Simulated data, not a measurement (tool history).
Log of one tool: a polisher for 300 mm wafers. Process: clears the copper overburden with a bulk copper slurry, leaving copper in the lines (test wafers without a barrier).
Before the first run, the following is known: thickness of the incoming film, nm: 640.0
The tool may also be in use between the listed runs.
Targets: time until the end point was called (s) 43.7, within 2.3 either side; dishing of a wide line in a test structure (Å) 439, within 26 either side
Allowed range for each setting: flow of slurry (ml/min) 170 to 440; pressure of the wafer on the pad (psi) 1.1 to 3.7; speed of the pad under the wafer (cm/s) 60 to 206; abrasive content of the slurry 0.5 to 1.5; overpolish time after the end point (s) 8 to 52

run	day	flow of slurry (ml/min)	pressure of the wafer on the pad (psi)	speed of the pad under the wafer (cm/s)	abrasive content of the slurry	overpolish time after the end point (s)	time until the end point was called (s)	dishing of a wide line in a test structure (Å)
1	0	280	2.4	132	1	26	71.766	415.74
2	0.325	280	2.7	134	1	24	64.019	430.8
3	0.675	320	2.7	134	1	24	64.826	442.11
4	0.746	285	2.9	138	1	21	59.359	421.92
5	0.904	285	3.1	142	1	21	55.292	442.08
# day 1.008: slurry blender recalibrated
6	1.008	285	3.1	142	1.2	21	46.863	450.45
7	1.167	275	3.2	144	1.2	19	44.851	431.99
8	1.396	280	3.2	144	1.2	20	45.824	432.19
9	1.521	280	3.2	144	1.2	20	46.486	453.8

Next run, 5 choices. One meets every target within its allowed miss, the rest don't. Which?
A	1.646	370	3.3	136	1.05	30	?	?
B	1.646	280	3.1	132	1.1	14	?	?
C	1.646	325	3.3	150	1.05	21	?	?
D	1.646	220	3.1	146	1.1	15	?	?
E	1.646	240	3.2	142	1.05	14	?	?

move	time until the end point was called (s)	dishing of a wide line in a test structure (Å)
A	47.866	452.74
B	52.559	424.37
C	44.338	450.35
D	49.32	433.08
E	49.246	430.06
A: the biggest miss grows against the last run
B: the biggest miss grows against the last run
C: all results land within tolerance of their targets
D: the biggest miss grows against the last run
E: the biggest miss grows against the last run
Answer: C
